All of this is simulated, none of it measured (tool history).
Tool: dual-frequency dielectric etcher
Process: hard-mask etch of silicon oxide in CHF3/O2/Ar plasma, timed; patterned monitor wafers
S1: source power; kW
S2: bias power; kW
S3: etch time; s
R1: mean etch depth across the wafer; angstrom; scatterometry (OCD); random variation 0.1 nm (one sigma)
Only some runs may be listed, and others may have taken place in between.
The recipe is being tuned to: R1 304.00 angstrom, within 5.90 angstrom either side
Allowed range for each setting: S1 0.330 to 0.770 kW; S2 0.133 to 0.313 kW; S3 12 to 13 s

{"run": 1, "hour": 0.0, "S1": 0.55, "S2": 0.223, "S3": 13, "R1": 243.69}
{"run": 2, "hour": 2.7, "S1": 0.58, "S2": 0.231, "S3": 13, "R1": 254.69}
{"run": 3, "hour": 4.7, "S1": 0.48, "S2": 0.231, "S3": 13, "R1": 235.44}
{"run": 4, "hour": 10.7, "S1": 0.48, "S2": 0.261, "S3": 13, "R1": 247.18}
{"run": 5, "hour": 11.7, "S1": 0.48, "S2": 0.238, "S3": 13, "R1": 238.43}
{"run": 6, "hour": 14.5, "S1": 0.52, "S2": 0.243, "S3": 13, "R1": 248.61}
{"run": 7, "hour": 15.4, "S1": 0.55, "S2": 0.245, "S3": 13, "R1": 254.9}
{"run": 8, "hour": 18.4, "S1": 0.58, "S2": 0.247, "S3": 13, "R1": 260.77}
{"run": 9, "hour": 20.1, "S1": 0.69, "S2": 0.278, "S3": 13, "R1": 294.1}

Exercise: of the 4 proposed moves below, exactly one satisfies all targets within the stated allowed misses. Which move is it?
{"run": "A", "hour": 21.8, "S1": 0.74, "S2": 0.308, "S3": 12, "R1": "?"}
{"run": "B", "hour": 21.8, "S1": 0.66, "S2": 0.28, "S3": 13, "R1": "?"}
{"run": "C", "hour": 21.8, "S1": 0.71, "S2": 0.295, "S3": 13, "R1": "?"}
{"run": "D", "hour": 21.8, "S1": 0.69, "S2": 0.273, "S3": 13, "R1": "?"}

move=A R1=289.30
move=B R1=288.62
move=C R1=303.21
move=D R1=290.97
A: moves away from the targets compared with the last run
B: moves away from the targets compared with the last run
C: each result inside its tolerance
D: moves away from the targets compared with the last run
So the answer is move C, the one that meets all the targets.
